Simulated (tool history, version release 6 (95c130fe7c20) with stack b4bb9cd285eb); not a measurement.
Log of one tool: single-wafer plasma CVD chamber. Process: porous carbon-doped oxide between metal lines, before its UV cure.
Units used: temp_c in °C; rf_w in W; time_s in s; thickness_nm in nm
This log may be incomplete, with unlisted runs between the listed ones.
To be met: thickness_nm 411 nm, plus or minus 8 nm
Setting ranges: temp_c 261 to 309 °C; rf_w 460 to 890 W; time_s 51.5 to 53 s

| run | day | temp_c | rf_w | time_s | thickness_nm |
|---|---|---|---|---|---|
| 1 | 0 | 285 | 675 | 51.5 | 378.97 |
| 2 | 0.192 | 276 | 675 | 51.5 | 393.99 |
| 3 | 0.292 | 276 | 770 | 51.5 | 443.47 |
| 4 | 0.646 | 282 | 770 | 51.5 | 430.11 |
| 5 | 0.683 | 282 | 855 | 51.5 | 465.42 |
| 6 | 0.712 | 282 | 855 | 51.5 | 466.86 |
| 7 | 0.85 | 285 | 850 | 51.5 | 453.37 |
| 8 | 0.962 | 287 | 850 | 51.5 | 446.27 |
| 9 | 1.1 | 289 | 850 | 51.5 | 446.6 |
| 10 | 1.262 | 291 | 845 | 51.5 | 432.99 |
| 11 | 1.492 | 292 | 845 | 51.5 | 438.95 |
| 12 | 1.575 | 304 | 820 | 51.5 | 395.32 |

Which single option among these 4 for the next run brings every result within its allowed miss of target? Just one does.
| A | 1.658 | 302 | 795 | 51.5 | ? |
| B | 1.658 | 306 | 885 | 53 | ? |
| C | 1.658 | 304 | 890 | 53 | ? |
| D | 1.658 | 306 | 835 | 53 | ? |

| move | thickness_nm |
|---|---|
| A | 389.02 |
| B | 425.37 |
| C | 431.98 |
| D | 406.67 |
A: moves away from the targets compared with the last run
B: moves the result that the last run missed by most past its target, out the other side
C: moves the result that the last run missed by most past its target, out the other side
D: each result inside its tolerance
Move D is the one to make.

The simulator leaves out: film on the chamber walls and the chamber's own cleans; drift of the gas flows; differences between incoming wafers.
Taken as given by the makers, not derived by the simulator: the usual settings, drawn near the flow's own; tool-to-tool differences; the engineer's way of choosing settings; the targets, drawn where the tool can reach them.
